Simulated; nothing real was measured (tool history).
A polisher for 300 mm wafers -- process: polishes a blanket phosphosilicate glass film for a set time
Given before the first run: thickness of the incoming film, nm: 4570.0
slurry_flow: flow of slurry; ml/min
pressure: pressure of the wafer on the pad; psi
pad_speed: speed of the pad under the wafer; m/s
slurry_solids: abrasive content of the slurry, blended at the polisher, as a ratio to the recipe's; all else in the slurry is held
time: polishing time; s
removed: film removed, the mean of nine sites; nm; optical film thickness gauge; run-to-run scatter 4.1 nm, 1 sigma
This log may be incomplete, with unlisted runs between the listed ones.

| run | day | slurry_flow | pressure | pad_speed | slurry_solids | time | removed |
|---|---|---|---|---|---|---|---|
| 1 | 0.000 | 150 | 2.5 | 1.00 | 1.0 | 97 | 585.12 |
| 2 | 0.338 | 150 | 2.5 | 1.10 | 1.0 | 97 | 629.44 |
| 3 | 0.642 | 165 | 2.5 | 1.10 | 1.0 | 97 | 626.08 |
| 4 | 0.821 | 165 | 2.3 | 1.10 | 1.0 | 97 | 579.28 |
| 5 | 1.121 | 165 | 2.2 | 1.10 | 1.0 | 97 | 560.30 |
| 6 | 1.433 | 165 | 2.1 | 1.10 | 1.0 | 97 | 535.99 |
| 7 | 1.762 | 165 | 2.0 | 1.10 | 1.0 | 97 | 505.08 |
| 8 | 1.838 | 165 | 1.9 | 1.10 | 1.0 | 97 | 481.46 |
| 9 | 2.108 | 165 | 1.8 | 1.10 | 1.0 | 97 | 447.91 |
| 10 | 2.221 | 155 | 1.6 | 1.10 | 1.0 | 97 | 397.58 |
| 11 | 2.488 | 150 | 1.6 | 1.10 | 1.0 | 97 | 402.31 |
| 12 | 2.621 | 140 | 1.5 | 1.10 | 1.0 | 97 | 370.52 |

For run 13, what comes out?
| 13 | 2.658 | 135 | 1.5 | 1.10 | 1.0 | 97 | ? |

removed: 370.57 nm
